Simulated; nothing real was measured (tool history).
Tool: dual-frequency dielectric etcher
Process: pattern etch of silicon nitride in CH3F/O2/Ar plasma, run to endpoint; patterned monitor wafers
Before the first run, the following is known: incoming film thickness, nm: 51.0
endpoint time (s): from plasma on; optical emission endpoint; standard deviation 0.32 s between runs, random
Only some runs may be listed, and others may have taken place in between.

run 1 hour=0.0 | source_power_(W)=530 bias_power_(W)=72 | endpoint_time_(s)=67.360
run 2 hour=0.6 | source_power_(W)=530 bias_power_(W)=84 | endpoint_time_(s)=64.831
run 3 hour=3.9 | source_power_(W)=620 bias_power_(W)=84 | endpoint_time_(s)=61.452
run 4 hour=5.6 | source_power_(W)=620 bias_power_(W)=72 | endpoint_time_(s)=63.874
run 5 hour=10.8 | source_power_(W)=530 bias_power_(W)=67 | endpoint_time_(s)=68.613
run 6 hour=14.1 | source_power_(W)=460 bias_power_(W)=67 | endpoint_time_(s)=71.522

Estimate the outcome of run 7 from the log above:
run 7 hour=17.4 | source_power_(W)=420 bias_power_(W)=64 | endpoint_time_(s)=?

Run 7 came out at endpoint time (s) 74.242.

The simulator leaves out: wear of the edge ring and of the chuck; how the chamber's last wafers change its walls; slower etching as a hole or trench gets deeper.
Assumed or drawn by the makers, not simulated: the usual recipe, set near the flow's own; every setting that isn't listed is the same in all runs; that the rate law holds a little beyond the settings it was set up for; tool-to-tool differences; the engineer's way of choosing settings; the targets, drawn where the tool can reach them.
